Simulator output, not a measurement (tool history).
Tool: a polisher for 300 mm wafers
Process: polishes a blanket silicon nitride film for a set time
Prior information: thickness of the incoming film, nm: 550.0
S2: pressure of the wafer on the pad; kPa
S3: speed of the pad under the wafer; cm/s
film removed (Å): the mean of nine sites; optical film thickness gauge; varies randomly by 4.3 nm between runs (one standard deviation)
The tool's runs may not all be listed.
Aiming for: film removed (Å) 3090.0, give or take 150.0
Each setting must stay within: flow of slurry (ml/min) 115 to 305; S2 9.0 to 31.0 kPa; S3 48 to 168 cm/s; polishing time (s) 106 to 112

Run 1, day 0.000: flow of slurry (ml/min) 195, S2 20.0 kPa, S3 108 cm/s, polishing time (s) 106. Result: film removed (Å) 1601.3.
Run 2, day 0.050: flow of slurry (ml/min) 195, S2 23.4 kPa, S3 112 cm/s, polishing time (s) 106. Result: film removed (Å) 1908.6.
Run 3, day 0.379: flow of slurry (ml/min) 195, S2 25.5 kPa, S3 118 cm/s, polishing time (s) 106. Result: film removed (Å) 2230.9.
Run 4, day 0.575: flow of slurry (ml/min) 195, S2 21.4 kPa, S3 118 cm/s, polishing time (s) 106. Result: film removed (Å) 1854.0.
Run 5, day 0.762: flow of slurry (ml/min) 195, S2 21.4 kPa, S3 98 cm/s, polishing time (s) 106. Result: film removed (Å) 1599.7.
Run 6, day 1.004: flow of slurry (ml/min) 195, S2 19.3 kPa, S3 98 cm/s, polishing time (s) 106. Result: film removed (Å) 1480.9.
Run 7, day 1.112: flow of slurry (ml/min) 195, S2 22.8 kPa, S3 108 cm/s, polishing time (s) 107. Result: film removed (Å) 1882.6.
Run 8, day 1.208: flow of slurry (ml/min) 195, S2 22.8 kPa, S3 108 cm/s, polishing time (s) 107. Result: film removed (Å) 1895.1.
Run 9, day 1.396: flow of slurry (ml/min) 195, S2 28.3 kPa, S3 120 cm/s, polishing time (s) 108. Result: film removed (Å) 2478.9.
Run 10, day 1.562: flow of slurry (ml/min) 195, S2 29.0 kPa, S3 124 cm/s, polishing time (s) 108. Result: film removed (Å) 2615.3.

Next run, 5 choices. One meets every target within its allowed miss, the rest don't. Which?
Run A, day 1.729: flow of slurry (ml/min) 220, S2 25.5 kPa, S3 102 cm/s, polishing time (s) 106. Result: film removed (Å) ?.
Run B, day 1.729: flow of slurry (ml/min) 180, S2 29.6 kPa, S3 122 cm/s, polishing time (s) 108. Result: film removed (Å) ?.
Run C, day 1.729: flow of slurry (ml/min) 185, S2 26.2 kPa, S3 140 cm/s, polishing time (s) 112. Result: film removed (Å) ?.
Run D, day 1.729: flow of slurry (ml/min) 190, S2 31.0 kPa, S3 132 cm/s, polishing time (s) 112. Result: film removed (Å) ?.
Run E, day 1.729: flow of slurry (ml/min) 165, S2 24.1 kPa, S3 124 cm/s, polishing time (s) 106. Result: film removed (Å) ?.

move  film removed (Å)
   A            1979.0
   B            2626.6
   C            2703.3
   D            3037.4
   E            2134.1
A: lands further from the targets than the last run did
B: as far off as the last run
C: better than the last run, though not everything is in spec
D: every result within its allowed miss
E: lands further from the targets than the last run did
Answer: D

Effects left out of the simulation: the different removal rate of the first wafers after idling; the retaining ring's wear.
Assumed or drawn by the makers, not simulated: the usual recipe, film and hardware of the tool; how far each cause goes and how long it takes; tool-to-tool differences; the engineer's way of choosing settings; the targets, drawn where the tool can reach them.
